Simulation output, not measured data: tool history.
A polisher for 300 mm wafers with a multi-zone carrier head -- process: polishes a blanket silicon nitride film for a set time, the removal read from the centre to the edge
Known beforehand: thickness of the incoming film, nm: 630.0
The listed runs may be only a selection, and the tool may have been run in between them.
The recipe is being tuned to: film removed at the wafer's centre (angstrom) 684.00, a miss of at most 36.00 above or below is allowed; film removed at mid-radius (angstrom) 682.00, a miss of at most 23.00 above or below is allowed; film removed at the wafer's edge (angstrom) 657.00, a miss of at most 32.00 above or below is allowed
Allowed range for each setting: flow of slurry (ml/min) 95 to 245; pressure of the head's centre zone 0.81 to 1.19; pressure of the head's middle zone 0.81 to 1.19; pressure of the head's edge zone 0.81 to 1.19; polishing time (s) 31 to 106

| run | hour | flow of slurry (ml/min) | pressure of the head's centre zone | pressure of the head's middle zone | pressure of the head's edge zone | polishing time (s) | film removed at the wafer's centre (angstrom) | film removed at mid-radius (angstrom) | film removed at the wafer's edge (angstrom) |
|---|---|---|---|---|---|---|---|---|---|
| 1 | 0.0 | 155 | 1.00 | 1.00 | 1.00 | 68 | 1126.10 | 1082.20 | 1099.10 |
| 2 | 4.1 | 155 | 0.95 | 1.00 | 1.00 | 68 | 1049.10 | 1100.90 | 1068.60 |
| 3 | 12.8 | 155 | 0.95 | 1.00 | 0.97 | 68 | 1045.80 | 1103.10 | 1051.70 |
| 4 | 20.0 | 150 | 0.95 | 0.97 | 0.94 | 61 | 921.98 | 961.54 | 929.85 |
| 5 | 21.3 | 150 | 0.95 | 0.97 | 0.94 | 50 | 768.03 | 793.31 | 790.12 |
| 6 | 22.7 | 110 | 0.95 | 0.97 | 0.94 | 50 | 757.04 | 750.70 | 755.90 |
| 7 | 29.7 | 105 | 0.95 | 0.97 | 0.91 | 49 | 710.88 | 720.30 | 717.54 |
| 8 | 34.7 | 105 | 0.96 | 0.97 | 0.89 | 49 | 724.39 | 730.82 | 718.07 |
| 9 | 37.8 | 105 | 0.96 | 0.97 | 0.87 | 48 | 694.75 | 718.83 | 689.44 |
| 10 | 45.4 | 105 | 0.97 | 0.96 | 0.86 | 48 | 713.99 | 705.86 | 694.51 |

Exactly one of the 5 candidate moves below puts every result within its allowed miss. Which one?
| A | 53.0 | 105 | 0.98 | 0.93 | 0.83 | 45 | ? | ? | ? |
| B | 53.0 | 110 | 0.97 | 0.96 | 0.81 | 46 | ? | ? | ? |
| C | 53.0 | 100 | 1.13 | 1.03 | 0.82 | 40 | ? | ? | ? |
| D | 53.0 | 125 | 1.10 | 0.96 | 0.81 | 45 | ? | ? | ? |
| E | 53.0 | 100 | 1.15 | 1.16 | 0.81 | 43 | ? | ? | ? |

| move | film removed at the wafer's centre (angstrom) | film removed at mid-radius (angstrom) | film removed at the wafer's edge (angstrom) |
|---|---|---|---|
| A | 659.96 | 652.52 | 644.87 |
| B | 673.17 | 689.81 | 656.82 |
| C | 671.88 | 626.92 | 567.25 |
| D | 763.58 | 687.05 | 651.01 |
| E | 735.81 | 746.01 | 606.28 |
A: the furthest-off result lands on target, but another misses its tolerance
B: all results land within tolerance of their targets
C: pushes the last run's worst result past its target
D: the furthest-off result lands on target, but another misses its tolerance
E: pushes the last run's worst result past its target
The right move is B.

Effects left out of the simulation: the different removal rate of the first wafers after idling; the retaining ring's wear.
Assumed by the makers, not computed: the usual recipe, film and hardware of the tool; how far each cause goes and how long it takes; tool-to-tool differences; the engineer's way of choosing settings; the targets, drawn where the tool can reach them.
